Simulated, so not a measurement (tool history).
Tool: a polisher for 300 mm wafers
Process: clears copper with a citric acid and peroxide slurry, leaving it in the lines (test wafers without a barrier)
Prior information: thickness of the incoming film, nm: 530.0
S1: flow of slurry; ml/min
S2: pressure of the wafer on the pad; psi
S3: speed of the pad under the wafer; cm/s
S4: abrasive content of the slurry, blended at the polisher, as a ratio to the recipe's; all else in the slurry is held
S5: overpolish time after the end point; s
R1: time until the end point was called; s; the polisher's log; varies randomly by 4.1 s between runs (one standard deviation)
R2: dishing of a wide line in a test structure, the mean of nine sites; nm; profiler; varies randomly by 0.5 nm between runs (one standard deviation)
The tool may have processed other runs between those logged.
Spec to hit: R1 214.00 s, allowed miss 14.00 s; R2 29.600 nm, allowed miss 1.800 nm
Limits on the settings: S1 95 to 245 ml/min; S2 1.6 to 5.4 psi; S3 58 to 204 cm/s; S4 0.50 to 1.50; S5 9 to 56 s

{"run": 1, "hour": 0.0, "S1": 155, "S2": 3.5, "S3": 130, "S4": 1.0, "S5": 29, "R1": 149.0, "R2": 54.909}
{"run": 2, "hour": 2.9, "S1": 155, "S2": 3.2, "S3": 130, "S4": 1.0, "S5": 27, "R1": 162.67, "R2": 49.855}
{"run": 3, "hour": 7.8, "S1": 155, "S2": 3.2, "S3": 152, "S4": 1.0, "S5": 27, "R1": 143.52, "R2": 54.755}
{"run": 4, "hour": 9.9, "S1": 155, "S2": 3.0, "S3": 150, "S4": 1.0, "S5": 24, "R1": 156.14, "R2": 48.279}
{"run": 5, "hour": 13.9, "S1": 155, "S2": 2.8, "S3": 148, "S4": 1.0, "S5": 22, "R1": 174.09, "R2": 41.538}
{"run": 6, "hour": 18.6, "S1": 155, "S2": 2.7, "S3": 148, "S4": 1.0, "S5": 21, "R1": 173.37, "R2": 39.118}
{"run": 7, "hour": 24.3, "S1": 155, "S2": 2.6, "S3": 148, "S4": 1.0, "S5": 20, "R1": 183.81, "R2": 36.833}
{"run": 8, "hour": 29.2, "S1": 155, "S2": 2.5, "S3": 148, "S4": 1.0, "S5": 19, "R1": 184.54, "R2": 32.982}
{"run": 9, "hour": 36.5, "S1": 155, "S2": 2.4, "S3": 148, "S4": 1.0, "S5": 19, "R1": 194.54, "R2": 33.465}

Consider the 5 candidate settings below. Which is the only one whose results all fall within their allowed miss of target?
{"run": "A", "hour": 43.8, "S1": 155, "S2": 2.5, "S3": 156, "S4": 1.2, "S5": 18, "R1": "?", "R2": "?"}
{"run": "B", "hour": 43.8, "S1": 200, "S2": 2.2, "S3": 162, "S4": 1.05, "S5": 20, "R1": "?", "R2": "?"}
{"run": "C", "hour": 43.8, "S1": 125, "S2": 2.6, "S3": 168, "S4": 0.9, "S5": 22, "R1": "?", "R2": "?"}
{"run": "D", "hour": 43.8, "S1": 165, "S2": 2.2, "S3": 142, "S4": 1.15, "S5": 19, "R1": "?", "R2": "?"}
{"run": "E", "hour": 43.8, "S1": 155, "S2": 2.5, "S3": 150, "S4": 0.9, "S5": 21, "R1": "?", "R2": "?"}

move=A R1=175.79 R2=34.368
move=B R1=188.89 R2=35.137
move=C R1=173.35 R2=41.204
move=D R1=216.95 R2=29.885
move=E R1=192.75 R2=36.227
A: the biggest miss grows against the last run
B: the biggest miss grows against the last run
C: the biggest miss grows against the last run
D: all results land within tolerance of their targets
E: the biggest miss grows against the last run
The right move is D.
